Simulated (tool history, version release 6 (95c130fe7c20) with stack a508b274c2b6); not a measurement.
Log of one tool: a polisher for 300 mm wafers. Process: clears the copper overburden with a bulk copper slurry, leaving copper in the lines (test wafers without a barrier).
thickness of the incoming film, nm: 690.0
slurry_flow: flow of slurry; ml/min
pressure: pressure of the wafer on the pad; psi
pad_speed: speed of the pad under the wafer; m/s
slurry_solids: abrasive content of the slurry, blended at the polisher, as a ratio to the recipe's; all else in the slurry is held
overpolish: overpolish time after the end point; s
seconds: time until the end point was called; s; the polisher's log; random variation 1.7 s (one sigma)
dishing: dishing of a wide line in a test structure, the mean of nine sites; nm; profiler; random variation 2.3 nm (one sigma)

| run | hour | slurry_flow | pressure | pad_speed | slurry_solids | overpolish | seconds | dishing |
|---|---|---|---|---|---|---|---|---|
| 1 | 0.0 | 290 | 3.1 | 0.90 | 1.0 | 23 | 66.846 | 115.680 |
| 2 | 3.6 | 290 | 3.1 | 1.12 | 1.0 | 23 | 57.956 | 120.310 |
| 3 | 6.1 | 290 | 2.8 | 1.10 | 1.0 | 25 | 64.015 | 116.100 |
| 4 | 8.8 | 340 | 2.8 | 1.10 | 1.0 | 25 | 63.279 | 122.960 |
| 5 | 16.7 | 340 | 2.6 | 1.08 | 1.0 | 26 | 68.760 | 111.260 |
| 6 | 18.2 | 340 | 2.4 | 1.06 | 1.0 | 28 | 73.631 | 111.170 |
| 7 | 20.7 | 340 | 2.3 | 1.04 | 1.0 | 30 | 77.837 | 108.390 |
| 8 | 22.9 | 340 | 2.2 | 1.02 | 1.0 | 32 | 81.966 | 115.190 |
| 9 | 31.1 | 340 | 1.5 | 1.00 | 1.0 | 33 | 120.120 | 83.619 |
| 10 | 33.3 | 345 | 1.6 | 1.00 | 1.0 | 34 | 114.210 | 91.282 |

Run 11 comes next. What will it give?
| 11 | 34.4 | 350 | 1.6 | 1.00 | 1.0 | 34 | ? | ? |

seconds: 116.030 s
dishing: 91.987 nm
